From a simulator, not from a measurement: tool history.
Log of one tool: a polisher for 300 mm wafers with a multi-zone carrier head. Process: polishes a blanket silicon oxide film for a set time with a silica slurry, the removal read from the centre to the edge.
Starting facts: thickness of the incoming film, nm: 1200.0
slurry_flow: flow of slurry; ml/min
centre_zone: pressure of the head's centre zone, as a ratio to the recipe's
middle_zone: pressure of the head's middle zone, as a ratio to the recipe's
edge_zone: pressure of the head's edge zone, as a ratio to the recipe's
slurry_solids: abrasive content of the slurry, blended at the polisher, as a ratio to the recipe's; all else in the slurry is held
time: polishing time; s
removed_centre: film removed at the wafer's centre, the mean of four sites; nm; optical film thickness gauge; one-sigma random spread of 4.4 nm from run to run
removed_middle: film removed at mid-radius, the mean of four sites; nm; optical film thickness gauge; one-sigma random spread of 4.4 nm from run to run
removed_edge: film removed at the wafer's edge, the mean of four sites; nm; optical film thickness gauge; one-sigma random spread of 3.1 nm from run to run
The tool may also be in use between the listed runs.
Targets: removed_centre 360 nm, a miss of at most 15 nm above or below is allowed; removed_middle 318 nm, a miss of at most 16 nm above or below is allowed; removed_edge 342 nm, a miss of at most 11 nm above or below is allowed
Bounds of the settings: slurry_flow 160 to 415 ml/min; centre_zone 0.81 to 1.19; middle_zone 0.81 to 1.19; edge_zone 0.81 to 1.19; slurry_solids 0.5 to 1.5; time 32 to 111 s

run 1 day=0 | slurry_flow=265 centre_zone=1 middle_zone=1 edge_zone=1 slurry_solids=1 time=71 | removed_centre=221.7 removed_middle=218.67 removed_edge=222.13
run 2 day=0.221 | slurry_flow=265 centre_zone=0.92 middle_zone=1 edge_zone=1 slurry_solids=1 time=71 | removed_centre=203.18 removed_middle=220.58 removed_edge=223.45
run 3 day=0.467 | slurry_flow=265 centre_zone=0.92 middle_zone=1 edge_zone=1 slurry_solids=1 time=62 | removed_centre=181.93 removed_middle=194.61 removed_edge=193.69
run 4 day=0.633 | slurry_flow=210 centre_zone=0.92 middle_zone=1 edge_zone=1 slurry_solids=1 time=62 | removed_centre=171.8 removed_middle=187.42 removed_edge=190.89
run 5 day=0.85 | slurry_flow=250 centre_zone=0.92 middle_zone=1 edge_zone=1 slurry_solids=1 time=62 | removed_centre=176.76 removed_middle=189.98 removed_edge=194.55
run 6 day=1.183 | slurry_flow=320 centre_zone=0.92 middle_zone=1 edge_zone=1 slurry_solids=1 time=62 | removed_centre=180.55 removed_middle=194.58 removed_edge=198.32
run 7 day=1.388 | slurry_flow=325 centre_zone=0.96 middle_zone=1 edge_zone=1.02 slurry_solids=1.1 time=66 | removed_centre=213.02 removed_middle=221.04 removed_edge=224.48
run 8 day=1.492 | slurry_flow=330 centre_zone=0.99 middle_zone=0.99 edge_zone=1.04 slurry_solids=1.2 time=68 | removed_centre=233.08 removed_middle=231.77 removed_edge=241.45
run 9 day=1.854 | slurry_flow=330 centre_zone=0.99 middle_zone=0.99 edge_zone=1.04 slurry_solids=1.2 time=68 | removed_centre=240.79 removed_middle=237.63 removed_edge=245.85
run 10 day=2.204 | slurry_flow=335 centre_zone=1.01 middle_zone=0.99 edge_zone=1.06 slurry_solids=1.25 time=70 | removed_centre=252.88 removed_middle=247.31 removed_edge=255.72
run 11 day=2.329 | slurry_flow=340 centre_zone=1.03 middle_zone=0.98 edge_zone=1.07 slurry_solids=1.3 time=72 | removed_centre=276.69 removed_middle=254.81 removed_edge=274.9
run 12 day=2.65 | slurry_flow=345 centre_zone=1.04 middle_zone=0.99 edge_zone=1.08 slurry_solids=1.35 time=74 | removed_centre=284.64 removed_middle=274.12 removed_edge=282.7
run 13 day=3.008 | slurry_flow=345 centre_zone=1.04 middle_zone=0.99 edge_zone=1.08 slurry_solids=1.35 time=74 | removed_centre=284.78 removed_middle=269.05 removed_edge=283.5
run 14 day=3.262 | slurry_flow=345 centre_zone=1.04 middle_zone=0.99 edge_zone=1.08 slurry_solids=1.35 time=74 | removed_centre=287.68 removed_middle=269.13 removed_edge=283.74
run 15 day=3.35 | slurry_flow=350 centre_zone=1.05 middle_zone=0.99 edge_zone=1.09 slurry_solids=1.4 time=76 | removed_centre=300.75 removed_middle=282.78 removed_edge=294.86
run 16 day=3.533 | slurry_flow=355 centre_zone=1.06 middle_zone=0.99 edge_zone=1.1 slurry_solids=1.4 time=77 | removed_centre=308.27 removed_middle=288.98 removed_edge=297.87
run 17 day=3.9 | slurry_flow=355 centre_zone=1.06 middle_zone=0.98 edge_zone=1.1 slurry_solids=1.4 time=78 | removed_centre=316.04 removed_middle=287.09 removed_edge=310.14
run 18 day=4.1 | slurry_flow=360 centre_zone=1.07 middle_zone=0.98 edge_zone=1.1 slurry_solids=1.4 time=79 | removed_centre=329.87 removed_middle=290.82 removed_edge=309.92
run 19 day=4.442 | slurry_flow=360 centre_zone=1.07 middle_zone=0.98 edge_zone=1.11 slurry_solids=1.4 time=80 | removed_centre=327.15 removed_middle=293.74 removed_edge=320
run 20 day=4.521 | slurry_flow=360 centre_zone=1.08 middle_zone=0.98 edge_zone=1.12 slurry_solids=1.4 time=80 | removed_centre=326.18 removed_middle=297.18 removed_edge=313.24
run 21 day=4.738 | slurry_flow=360 centre_zone=1.08 middle_zone=0.98 edge_zone=1.12 slurry_solids=1.4 time=81 | removed_centre=338.03 removed_middle=302.49 removed_edge=324.45
run 22 day=4.938 | slurry_flow=360 centre_zone=1.09 middle_zone=0.98 edge_zone=1.13 slurry_solids=1.4 time=81 | removed_centre=341.03 removed_middle=292.22 removed_edge=323.76

Exactly one of the 5 candidate moves below puts every result within its allowed miss. Which one?
run A day=5.138 | slurry_flow=270 centre_zone=1.13 middle_zone=1.05 edge_zone=1.14 slurry_solids=1.15 time=83 | removed_centre=? removed_middle=? removed_edge=?
run B day=5.138 | slurry_flow=400 centre_zone=1.02 middle_zone=0.84 edge_zone=1.19 slurry_solids=1.45 time=79 | removed_centre=? removed_middle=? removed_edge=?
run C day=5.138 | slurry_flow=310 centre_zone=0.95 middle_zone=0.88 edge_zone=1.16 slurry_solids=1.4 time=84 | removed_centre=? removed_middle=? removed_edge=?
run D day=5.138 | slurry_flow=380 centre_zone=1.15 middle_zone=0.95 edge_zone=1.16 slurry_solids=0.95 time=92 | removed_centre=? removed_middle=? removed_edge=?
run E day=5.138 | slurry_flow=390 centre_zone=1.12 middle_zone=0.99 edge_zone=1.17 slurry_solids=1.2 time=91 | removed_centre=? removed_middle=? removed_edge=?

move=A removed_centre=316.28 removed_middle=289.41 removed_edge=297.33
move=B removed_centre=312.84 removed_middle=262.95 removed_edge=329.92
move=C removed_centre=298.34 removed_middle=280.55 removed_edge=336.22
move=D removed_centre=331.68 removed_middle=273.31 removed_edge=306.19
move=E removed_centre=363.63 removed_middle=318.46 removed_edge=345.54
A: lands further from the targets than the last run did
B: lands further from the targets than the last run did
C: brings the last run's worst result on target, with another outside its allowed miss
D: lands further from the targets than the last run did
E: each result inside its tolerance
The move that meets every target is E.
